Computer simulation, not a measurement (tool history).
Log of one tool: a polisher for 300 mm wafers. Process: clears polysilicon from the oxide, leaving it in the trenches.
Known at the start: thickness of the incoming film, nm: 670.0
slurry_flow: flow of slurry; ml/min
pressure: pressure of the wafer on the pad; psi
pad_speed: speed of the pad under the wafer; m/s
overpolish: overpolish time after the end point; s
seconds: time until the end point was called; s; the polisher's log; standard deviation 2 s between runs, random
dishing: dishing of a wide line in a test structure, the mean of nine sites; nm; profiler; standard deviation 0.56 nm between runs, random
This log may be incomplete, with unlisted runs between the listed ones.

Run 1, day 0.000: slurry_flow 240 ml/min, pressure 1.7 psi, pad_speed 0.84 m/s, overpolish 12 s. Result: seconds 73.529 s, dishing 43.919 nm.
Run 2, day 0.367: slurry_flow 240 ml/min, pressure 1.4 psi, pad_speed 0.80 m/s, overpolish 14 s. Result: seconds 91.667 s, dishing 43.866 nm.
Run 3, day 0.696: slurry_flow 290 ml/min, pressure 1.4 psi, pad_speed 0.80 m/s, overpolish 14 s. Result: seconds 89.713 s, dishing 42.767 nm.
Run 4, day 0.925: slurry_flow 285 ml/min, pressure 1.2 psi, pad_speed 0.76 m/s, overpolish 15 s. Result: seconds 103.980 s, dishing 42.301 nm.
Run 5, day 1.100: slurry_flow 285 ml/min, pressure 1.4 psi, pad_speed 0.76 m/s, overpolish 15 s. Result: seconds 93.657 s, dishing 43.634 nm.
Run 6, day 1.412: slurry_flow 285 ml/min, pressure 1.4 psi, pad_speed 0.76 m/s, overpolish 19 s. Result: seconds 93.176 s, dishing 47.090 nm.
Run 7, day 1.771: slurry_flow 285 ml/min, pressure 1.2 psi, pad_speed 0.72 m/s, overpolish 18 s. Result: seconds 109.310 s, dishing 44.244 nm.
Run 8, day 1.925: slurry_flow 280 ml/min, pressure 0.8 psi, pad_speed 0.64 m/s, overpolish 17 s. Result: seconds 158.780 s, dishing 36.437 nm.

Run 9 comes next. What will it give?
Run 9, day 2.192: slurry_flow 280 ml/min, pressure 0.8 psi, pad_speed 0.64 m/s, overpolish 18 s. Result: seconds ?, dishing ?.

Run 9 measured seconds 161.010 s, dishing 37.538 nm.
